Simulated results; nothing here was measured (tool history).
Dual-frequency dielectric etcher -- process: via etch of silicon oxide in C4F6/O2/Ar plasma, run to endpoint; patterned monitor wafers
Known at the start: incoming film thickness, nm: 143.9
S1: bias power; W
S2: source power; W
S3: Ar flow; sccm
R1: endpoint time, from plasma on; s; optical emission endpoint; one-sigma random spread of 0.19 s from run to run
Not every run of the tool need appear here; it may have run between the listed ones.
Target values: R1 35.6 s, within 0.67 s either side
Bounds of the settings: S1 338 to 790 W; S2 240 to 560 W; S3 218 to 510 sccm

Run 1, day 0: S1 564 W, S2 400 W, S3 364 sccm. Result: R1 28.805 s.
Run 2, day 0.192: S1 514 W, S2 380 W, S3 368 sccm. Result: R1 30.558 s.
Run 3, day 0.467: S1 475 W, S2 370 W, S3 370 sccm. Result: R1 31.162 s.
Run 4, day 0.508: S1 446 W, S2 350 W, S3 375 sccm. Result: R1 32.922 s.
Run 5, day 0.633: S1 423 W, S2 350 W, S3 376 sccm. Result: R1 33.249 s.
Run 6, day 0.925: S1 423 W, S2 350 W, S3 313 sccm. Result: R1 32.739 s.
Run 7, day 1.296: S1 404 W, S2 340 W, S3 315 sccm. Result: R1 33.376 s.
Run 8, day 1.538: S1 389 W, S2 330 W, S3 316 sccm. Result: R1 34.253 s.
Run 9, day 1.692: S1 378 W, S2 330 W, S3 316 sccm. Result: R1 34.479 s.
Run 10, day 1.812: S1 369 W, S2 330 W, S3 316 sccm. Result: R1 34.848 s.
Run 11, day 2.033: S1 363 W, S2 330 W, S3 316 sccm. Result: R1 35.045 s.

Exactly one of the 5 candidate moves below puts every result within its allowed miss. Which one?
Run A, day 2.254: S1 379 W, S2 350 W, S3 298 sccm. Result: R1 ?.
Run B, day 2.254: S1 364 W, S2 350 W, S3 328 sccm. Result: R1 ?.
Run C, day 2.254: S1 403 W, S2 270 W, S3 271 sccm. Result: R1 ?.
Run D, day 2.254: S1 363 W, S2 360 W, S3 339 sccm. Result: R1 ?.
Run E, day 2.254: S1 338 W, S2 260 W, S3 237 sccm. Result: R1 ?.

move      R1
   A  33.319
   B  34.137
   C  35.169
   D   33.98
   E  37.013
A: moves away from the targets compared with the last run
B: moves away from the targets compared with the last run
C: each result inside its tolerance
D: moves away from the targets compared with the last run
E: moves the result that the last run missed by most past its target, out the other side
C is the move that brings every result within its allowed miss.

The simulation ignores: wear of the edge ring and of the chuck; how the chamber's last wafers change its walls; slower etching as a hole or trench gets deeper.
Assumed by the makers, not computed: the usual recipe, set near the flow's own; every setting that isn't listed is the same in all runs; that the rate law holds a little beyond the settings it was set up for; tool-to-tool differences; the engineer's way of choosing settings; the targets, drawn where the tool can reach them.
